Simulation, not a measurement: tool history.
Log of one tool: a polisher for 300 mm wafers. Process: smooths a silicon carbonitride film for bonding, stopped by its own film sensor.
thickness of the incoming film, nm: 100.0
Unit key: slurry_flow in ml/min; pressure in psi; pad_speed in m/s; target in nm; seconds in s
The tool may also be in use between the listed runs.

{"run": 1, "day": 0.0, "slurry_flow": 275, "pressure": 2.6, "pad_speed": 0.76, "slurry_solids": 1, "target": 86, "seconds": 44.882}
{"run": 2, "day": 0.325, "slurry_flow": 275, "pressure": 2.4, "pad_speed": 0.74, "slurry_solids": 1, "target": 86, "seconds": 50.54}
{"run": 3, "day": 0.662, "slurry_flow": 330, "pressure": 2.4, "pad_speed": 0.74, "slurry_solids": 1, "target": 86, "seconds": 49.038}
{"run": 4, "day": 0.738, "slurry_flow": 330, "pressure": 2.2, "pad_speed": 0.74, "slurry_solids": 1, "target": 86, "seconds": 52.539}
{"run": 5, "day": 0.892, "slurry_flow": 330, "pressure": 1.6, "pad_speed": 0.74, "slurry_solids": 1, "target": 86, "seconds": 73.529}
{"run": 6, "day": 1.054, "slurry_flow": 355, "pressure": 1.6, "pad_speed": 0.74, "slurry_solids": 1, "target": 86, "seconds": 70.422}
{"run": 7, "day": 1.4, "slurry_flow": 355, "pressure": 1.6, "pad_speed": 0.74, "slurry_solids": 1, "target": 86, "seconds": 73.775}

For run 8, what comes out?
{"run": 8, "day": 1.458, "slurry_flow": 355, "pressure": 1.7, "pad_speed": 0.74, "slurry_solids": 1, "target": 86, "seconds": "?"}

{"run 8": {"seconds": 68.804}}
